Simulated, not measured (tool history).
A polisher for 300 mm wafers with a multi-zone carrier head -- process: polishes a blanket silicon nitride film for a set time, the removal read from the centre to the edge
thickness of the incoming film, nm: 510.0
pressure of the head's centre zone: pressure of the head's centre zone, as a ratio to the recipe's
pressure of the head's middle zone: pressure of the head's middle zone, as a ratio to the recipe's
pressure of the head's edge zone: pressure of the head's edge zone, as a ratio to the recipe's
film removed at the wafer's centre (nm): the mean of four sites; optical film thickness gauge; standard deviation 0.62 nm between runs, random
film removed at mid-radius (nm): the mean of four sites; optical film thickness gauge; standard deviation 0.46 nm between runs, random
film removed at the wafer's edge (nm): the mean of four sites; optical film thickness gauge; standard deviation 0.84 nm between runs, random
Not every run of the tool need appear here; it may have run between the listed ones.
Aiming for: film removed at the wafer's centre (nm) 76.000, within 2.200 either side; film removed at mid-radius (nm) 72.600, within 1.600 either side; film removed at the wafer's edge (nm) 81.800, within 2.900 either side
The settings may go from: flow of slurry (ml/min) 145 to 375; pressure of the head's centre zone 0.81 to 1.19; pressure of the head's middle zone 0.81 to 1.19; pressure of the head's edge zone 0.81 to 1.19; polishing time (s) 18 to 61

| run | hour | flow of slurry (ml/min) | pressure of the head's centre zone | pressure of the head's middle zone | pressure of the head's edge zone | polishing time (s) | film removed at the wafer's centre (nm) | film removed at mid-radius (nm) | film removed at the wafer's edge (nm) |
|---|---|---|---|---|---|---|---|---|---|
| 1 | 0.0 | 240 | 1.00 | 1.00 | 1.00 | 39 | 56.287 | 56.858 | 58.118 |
| 2 | 5.6 | 245 | 1.01 | 1.00 | 1.06 | 42 | 61.107 | 60.851 | 63.531 |
| 3 | 14.5 | 285 | 1.01 | 1.00 | 1.06 | 42 | 62.058 | 62.216 | 64.942 |
| 4 | 17.4 | 300 | 1.02 | 0.99 | 1.10 | 44 | 66.951 | 64.268 | 68.803 |
| 5 | 19.1 | 300 | 0.95 | 0.99 | 1.10 | 44 | 62.971 | 64.646 | 70.058 |
| 6 | 27.6 | 300 | 0.95 | 0.99 | 1.16 | 44 | 62.618 | 64.661 | 70.960 |
| 7 | 29.8 | 310 | 0.97 | 0.98 | 1.17 | 46 | 66.348 | 66.756 | 75.044 |
| 8 | 38.4 | 320 | 0.99 | 0.98 | 1.17 | 47 | 69.606 | 68.860 | 77.645 |
| 9 | 40.9 | 330 | 1.01 | 0.98 | 1.18 | 47 | 70.732 | 69.466 | 77.921 |
| 10 | 43.0 | 335 | 1.02 | 0.98 | 1.18 | 48 | 73.450 | 70.543 | 78.901 |

Exactly one of the 4 candidate moves below puts every result within its allowed miss. Which one?
| A | 45.1 | 280 | 0.96 | 1.03 | 1.19 | 49 | ? | ? | ? |
| B | 45.1 | 315 | 1.01 | 0.97 | 1.15 | 50 | ? | ? | ? |
| C | 45.1 | 330 | 0.93 | 0.98 | 1.19 | 52 | ? | ? | ? |
| D | 45.1 | 310 | 1.11 | 0.97 | 1.11 | 47 | ? | ? | ? |

| move | film removed at the wafer's centre (nm) | film removed at mid-radius (nm) | film removed at the wafer's edge (nm) |
|---|---|---|---|
| A | 68.748 | 74.201 | 79.947 |
| B | 74.697 | 72.746 | 80.892 |
| C | 71.807 | 76.646 | 85.873 |
| D | 77.099 | 68.253 | 74.608 |
A: moves the result that the last run missed by most past its target, out the other side
B: all results land within tolerance of their targets
C: moves the result that the last run missed by most past its target, out the other side
D: its largest miss is bigger than the last run's
Answer: B
